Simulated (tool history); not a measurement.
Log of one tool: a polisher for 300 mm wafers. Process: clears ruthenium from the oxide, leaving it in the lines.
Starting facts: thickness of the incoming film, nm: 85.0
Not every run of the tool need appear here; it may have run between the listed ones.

| run | hour | flow of slurry (ml/min) | pressure of the wafer on the pad (psi) | speed of the pad under the wafer (cm/s) | overpolish time after the end point (s) | time until the end point was called (s) |
|---|---|---|---|---|---|---|
| 1 | 0.0 | 275 | 1.7 | 80 | 42 | 127.31 |
| 2 | 4.9 | 245 | 1.7 | 80 | 42 | 129.62 |
| 3 | 13.5 | 245 | 1.7 | 80 | 46 | 128.98 |
| 4 | 17.9 | 210 | 1.7 | 80 | 46 | 134.71 |
| 5 | 24.8 | 210 | 1.7 | 80 | 42 | 132.81 |
| 6 | 32.4 | 220 | 1.8 | 80 | 42 | 123.79 |
| 7 | 38.8 | 230 | 1.8 | 80 | 42 | 125.37 |
| 8 | 42.5 | 240 | 1.9 | 80 | 42 | 119.37 |

Expected results for the next run?
| 9 | 47.1 | 245 | 1.9 | 80 | 42 | ? |

{"run 9": {"time until the end point was called (s)": 117.54}}
